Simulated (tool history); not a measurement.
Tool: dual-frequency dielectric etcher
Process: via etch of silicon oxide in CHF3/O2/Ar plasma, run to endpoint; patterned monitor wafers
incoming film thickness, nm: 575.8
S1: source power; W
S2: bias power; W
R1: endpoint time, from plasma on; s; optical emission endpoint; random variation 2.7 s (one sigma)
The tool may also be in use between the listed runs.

run,day,S1,S2,R1
1,0,720,152,290.14
2,0.229,720,174,273.58
3,0.288,640,160,298.01
4,0.612,580,152,319.98
5,0.788,530,152,333.06
6,1.021,630,152,307.92
7,1.238,580,149,323.71

Forecast run 8:
8,1.275,580,149,?

R1: 323.84 s

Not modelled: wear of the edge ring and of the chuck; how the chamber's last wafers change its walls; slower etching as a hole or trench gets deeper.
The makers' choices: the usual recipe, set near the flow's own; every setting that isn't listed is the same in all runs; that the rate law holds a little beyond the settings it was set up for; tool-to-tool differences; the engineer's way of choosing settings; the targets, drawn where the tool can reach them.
